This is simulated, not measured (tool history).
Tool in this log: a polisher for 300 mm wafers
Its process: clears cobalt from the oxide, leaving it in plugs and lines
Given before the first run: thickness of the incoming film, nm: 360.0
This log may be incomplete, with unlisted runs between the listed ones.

run,hour,flow of slurry (ml/min),pressure of the wafer on the pad (psi),speed of the pad under the wafer (cm/s),overpolish time after the end point (s),time until the end point was called (s),dishing of a wide line in a test structure (angstrom)
1,0,155,1.4,92,25,92.064,488.21
2,3.6,155,1.3,92,27,104.44,492.09
3,6.3,155,1.2,92,28,109.66,480.17
4,11.8,155,1.2,92,23,110.43,430.18
5,15.5,155,1.2,112,23,89.858,481.79
6,17.3,155,1.2,112,32,91.146,550.69
7,25.9,155,1.1,112,32,97.156,521.72
8,27.9,155,1,112,33,108.39,521.54

For run 9, what comes out?
9,35.8,155,0.9,112,33,?,?

{"run 9": {"time until the end point was called (s)": 121.06, "dishing of a wide line in a test structure (angstrom)": 492.16}}
